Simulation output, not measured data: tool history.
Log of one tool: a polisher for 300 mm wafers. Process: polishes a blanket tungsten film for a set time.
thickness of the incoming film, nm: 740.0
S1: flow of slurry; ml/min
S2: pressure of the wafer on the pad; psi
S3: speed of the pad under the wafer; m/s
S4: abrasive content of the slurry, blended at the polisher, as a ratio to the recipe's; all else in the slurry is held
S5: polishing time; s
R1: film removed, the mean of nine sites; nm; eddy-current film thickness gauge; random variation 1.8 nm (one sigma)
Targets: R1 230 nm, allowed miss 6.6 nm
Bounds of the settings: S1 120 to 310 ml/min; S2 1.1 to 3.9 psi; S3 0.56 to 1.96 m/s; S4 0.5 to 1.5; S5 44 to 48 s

| run | hour | S1 | S2 | S3 | S4 | S5 | R1 |
|---|---|---|---|---|---|---|---|
| 1 | 0 | 200 | 2.5 | 1.26 | 1 | 48 | 179.1 |
| 2 | 2.8 | 205 | 2.6 | 1.26 | 1 | 48 | 190.46 |
| 3 | 3.9 | 205 | 2.6 | 1.26 | 1 | 48 | 189.58 |
| 4 | 7 | 210 | 2.7 | 1.26 | 1 | 48 | 197.87 |
| 5 | 11.5 | 210 | 2.7 | 0.96 | 1 | 48 | 153.11 |
| 6 | 12.7 | 215 | 2.8 | 0.96 | 1 | 48 | 157.54 |
| 7 | 15.1 | 215 | 2.9 | 0.96 | 1 | 48 | 161.92 |
| 8 | 15.9 | 215 | 3 | 0.96 | 1 | 48 | 168.25 |
| 9 | 22.4 | 215 | 3.1 | 0.96 | 1 | 48 | 175.26 |
| 10 | 22.9 | 235 | 3.8 | 0.98 | 1 | 48 | 218.33 |

5 next moves are on the table. One of them brings every result within its allowed miss. Which?
| A | 23.4 | 285 | 3.9 | 0.86 | 1.25 | 48 | ? |
| B | 23.4 | 250 | 3.9 | 1.02 | 1 | 47 | ? |
| C | 23.4 | 195 | 3.6 | 1 | 1.05 | 46 | ? |
| D | 23.4 | 190 | 3.9 | 0.98 | 0.95 | 47 | ? |
| E | 23.4 | 210 | 3.6 | 1.02 | 1 | 48 | ? |

| move | R1 |
|---|---|
| A | 218.75 |
| B | 232.7 |
| C | 203.04 |
| D | 212.58 |
| E | 215.02 |
A: as far off as the last run
B: meets every target
C: further off than the last run
D: further off than the last run
E: further off than the last run
Answer: B

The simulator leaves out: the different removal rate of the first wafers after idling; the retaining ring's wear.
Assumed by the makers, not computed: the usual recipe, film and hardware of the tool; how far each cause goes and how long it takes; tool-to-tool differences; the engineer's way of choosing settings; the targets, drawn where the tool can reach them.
